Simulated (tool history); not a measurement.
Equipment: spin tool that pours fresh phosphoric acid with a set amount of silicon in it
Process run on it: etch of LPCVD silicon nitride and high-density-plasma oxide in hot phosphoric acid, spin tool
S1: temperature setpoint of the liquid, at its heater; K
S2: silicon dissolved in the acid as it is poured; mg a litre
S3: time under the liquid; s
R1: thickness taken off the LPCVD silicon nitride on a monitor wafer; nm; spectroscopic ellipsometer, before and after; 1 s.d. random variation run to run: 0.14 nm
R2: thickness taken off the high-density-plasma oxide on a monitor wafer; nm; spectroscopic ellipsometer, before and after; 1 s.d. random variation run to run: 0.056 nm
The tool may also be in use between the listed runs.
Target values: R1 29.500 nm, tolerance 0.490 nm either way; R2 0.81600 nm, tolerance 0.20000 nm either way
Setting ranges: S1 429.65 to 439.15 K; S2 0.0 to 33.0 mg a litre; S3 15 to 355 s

run  hour      S1    S2   S3      R1       R2
  1   0.0  434.15  14.5  180  16.298  0.50312
  2   6.2  435.15  16.5  195  18.260  0.52717
  3  11.4  435.65  17.0  205  19.459  0.60105
  4  16.9  436.15  18.5  215  20.766  0.64906
  5  24.0  436.15  18.5  245  23.565  0.63059
  6  30.0  436.65  18.5  250  24.722  0.67846
  7  36.7  437.15  18.5  255  25.523  0.82104
  8  38.1  437.15  20.0  260  26.136  0.73316
  9  38.6  437.15  20.5  265  26.604  0.73423

Below are 5 possible settings for the next run. Only one of them brings all results inside the allowed miss of their targets. Which is it?
  A  39.1  437.65  11.5  270   ?   ?
  B  39.1  438.15  24.0  240   ?   ?
  C  39.1  435.65  21.0  255   ?   ?
  D  39.1  436.65  21.5  300   ?   ?
  E  39.1  437.15  25.0  305   ?   ?

move      R1       R2
   A  27.438  1.05790
   B  24.794  0.69489
   C  24.257  0.67497
   D  29.498  0.84172
   E  30.489  0.79477
A: nearer the targets than the last run, but a result is still out of spec
B: further off than the last run
C: further off than the last run
D: all results in spec
E: moves the result that the last run missed by most past its target, out the other side
Answer: D
